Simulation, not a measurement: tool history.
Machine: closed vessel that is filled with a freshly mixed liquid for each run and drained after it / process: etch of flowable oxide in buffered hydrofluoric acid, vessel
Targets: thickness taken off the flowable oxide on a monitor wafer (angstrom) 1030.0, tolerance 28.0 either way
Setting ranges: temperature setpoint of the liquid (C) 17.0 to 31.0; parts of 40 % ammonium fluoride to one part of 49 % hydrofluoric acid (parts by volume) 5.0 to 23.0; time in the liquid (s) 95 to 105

run,day,temperature setpoint of the liquid (C),parts of 40 % ammonium fluoride to one part of 49 % hydrofluoric acid (parts by volume),time in the liquid (s),thickness taken off the flowable oxide on a monitor wafer (angstrom)
1,0.000,23.0,14.0,95,2008.9
2,0.362,25.5,14.0,95,2297.9
3,0.533,28.0,14.0,95,2620.5
4,0.567,28.0,14.0,105,2920.8
5,0.817,28.0,14.0,105,2894.4
6,0.875,28.0,11.5,105,3516.6
7,0.983,24.0,16.0,105,2058.6
8,1.183,23.0,16.5,105,1900.6
9,1.396,23.0,16.5,105,1894.5
10,1.596,22.0,17.0,105,1738.0
11,1.888,21.5,17.5,105,1664.3
12,2.092,21.0,18.0,105,1551.7
13,2.196,20.5,18.5,105,1470.9
14,2.300,20.0,19.0,105,1389.3
15,2.571,19.5,19.5,105,1317.0
16,2.675,19.0,20.0,105,1239.1
17,2.979,18.5,20.0,105,1207.5
18,3.088,17.5,21.0,105,1118.5
19,3.375,17.0,21.5,105,1066.1

4 candidate next runs follow, results not yet known. Just one meets every target within its allowed miss. Identify it.
A,3.662,17.0,20.5,105,?
B,3.662,18.0,20.5,100,?
C,3.662,18.5,21.5,105,?
D,3.662,17.0,22.5,105,?

move,thickness taken off the flowable oxide on a monitor wafer (angstrom)
A,1091.7
B,1100.8
C,1150.7
D,1023.7
A: moves away from the targets compared with the last run
B: moves away from the targets compared with the last run
C: moves away from the targets compared with the last run
D: all results land within tolerance of their targets
Go with D: it meets all targets.
